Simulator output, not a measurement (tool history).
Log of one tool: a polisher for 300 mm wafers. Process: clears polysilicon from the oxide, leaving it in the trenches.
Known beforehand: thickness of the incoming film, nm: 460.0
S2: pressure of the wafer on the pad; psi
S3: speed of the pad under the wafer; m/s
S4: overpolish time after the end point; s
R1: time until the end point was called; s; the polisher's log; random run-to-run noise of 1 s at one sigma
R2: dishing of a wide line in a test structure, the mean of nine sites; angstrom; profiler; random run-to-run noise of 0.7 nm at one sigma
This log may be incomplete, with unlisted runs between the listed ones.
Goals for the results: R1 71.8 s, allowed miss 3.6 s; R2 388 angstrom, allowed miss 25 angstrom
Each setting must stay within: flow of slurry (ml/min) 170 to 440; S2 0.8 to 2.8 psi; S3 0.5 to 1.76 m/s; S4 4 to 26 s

run 1 day=0 | flow_of_slurry_(ml/min)=280 S2=1.8 S3=1.12 S4=13 | R1=44.954 R2=607.48
run 2 day=0.279 | flow_of_slurry_(ml/min)=330 S2=1.8 S3=1.12 S4=13 | R1=45.583 R2=613.15
run 3 day=0.354 | flow_of_slurry_(ml/min)=330 S2=1.6 S3=1.12 S4=11 | R1=51.356 R2=554.64
run 4 day=0.55 | flow_of_slurry_(ml/min)=330 S2=1.5 S3=1.12 S4=11 | R1=52.873 R2=533.18
run 5 day=0.871 | flow_of_slurry_(ml/min)=330 S2=1.5 S3=0.9 S4=11 | R1=67.257 R2=484.69
run 6 day=1.138 | flow_of_slurry_(ml/min)=260 S2=1.5 S3=0.9 S4=11 | R1=68.418 R2=455.11
run 7 day=1.446 | flow_of_slurry_(ml/min)=255 S2=1.5 S3=0.9 S4=10 | R1=68.767 R2=430.55
run 8 day=1.579 | flow_of_slurry_(ml/min)=250 S2=1.5 S3=0.9 S4=10 | R1=66.904 R2=429.17
run 9 day=1.742 | flow_of_slurry_(ml/min)=245 S2=1.5 S3=0.9 S4=10 | R1=68.395 R2=422.54
run 10 day=1.962 | flow_of_slurry_(ml/min)=240 S2=1.5 S3=0.9 S4=10 | R1=66.493 R2=437.74
run 11 day=2.204 | flow_of_slurry_(ml/min)=245 S2=1.3 S3=0.9 S4=7 | R1=78.072 R2=297.7

Below are 4 possible settings for the next run. Only one of them brings all results inside the allowed miss of their targets. Which is it?
run A day=2.446 | flow_of_slurry_(ml/min)=260 S2=1.4 S3=0.88 S4=7 | R1=? R2=?
run B day=2.446 | flow_of_slurry_(ml/min)=255 S2=1.2 S3=0.84 S4=6 | R1=? R2=?
run C day=2.446 | flow_of_slurry_(ml/min)=370 S2=1.3 S3=0.88 S4=5 | R1=? R2=?
run D day=2.446 | flow_of_slurry_(ml/min)=170 S2=1.7 S3=0.8 S4=9 | R1=? R2=?

move=A R1=73.848 R2=312.3
move=B R1=89.727 R2=236.12
move=C R1=76.71 R2=231.13
move=D R1=71.483 R2=384.83
A: moves toward the targets from the last run without getting all of them in spec
B: the biggest miss grows against the last run
C: the biggest miss grows against the last run
D: each result inside its tolerance
So the answer is move D, the one that meets all the targets.
